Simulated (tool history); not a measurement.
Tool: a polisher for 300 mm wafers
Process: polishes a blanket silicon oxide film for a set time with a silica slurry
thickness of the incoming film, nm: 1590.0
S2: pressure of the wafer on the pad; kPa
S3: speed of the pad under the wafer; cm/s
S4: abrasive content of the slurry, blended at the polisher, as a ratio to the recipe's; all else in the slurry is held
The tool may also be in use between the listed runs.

{"run": 1, "hour": 0.0, "flow of slurry (ml/min)": 260, "S2": 33.8, "S3": 146, "S4": 1, "polishing time (s)": 50, "film removed (Å)": 2681.4}
{"run": 2, "hour": 6.1, "flow of slurry (ml/min)": 260, "S2": 33.8, "S3": 146, "S4": 1, "polishing time (s)": 52, "film removed (Å)": 2754}
{"run": 3, "hour": 12.5, "flow of slurry (ml/min)": 260, "S2": 27.6, "S3": 146, "S4": 1, "polishing time (s)": 52, "film removed (Å)": 2286.3}
{"run": 4, "hour": 18.8, "flow of slurry (ml/min)": 260, "S2": 27.6, "S3": 160, "S4": 1, "polishing time (s)": 52, "film removed (Å)": 2426}
{"run": 5, "hour": 20.5, "flow of slurry (ml/min)": 215, "S2": 27.6, "S3": 160, "S4": 1, "polishing time (s)": 52, "film removed (Å)": 2365.2}
{"run": 6, "hour": 28.8, "flow of slurry (ml/min)": 215, "S2": 32.4, "S3": 160, "S4": 1, "polishing time (s)": 52, "film removed (Å)": 2787.7}
{"run": 7, "hour": 36.2, "flow of slurry (ml/min)": 215, "S2": 27.6, "S3": 136, "S4": 0.95, "polishing time (s)": 52, "film removed (Å)": 2082.2}

Run 8 comes next. What will it give?
{"run": 8, "hour": 40.0, "flow of slurry (ml/min)": 215, "S2": 24.1, "S3": 118, "S4": 0.9, "polishing time (s)": 52, "film removed (Å)": "?"}

{"run 8": {"film removed (Å)": 1589.8}}
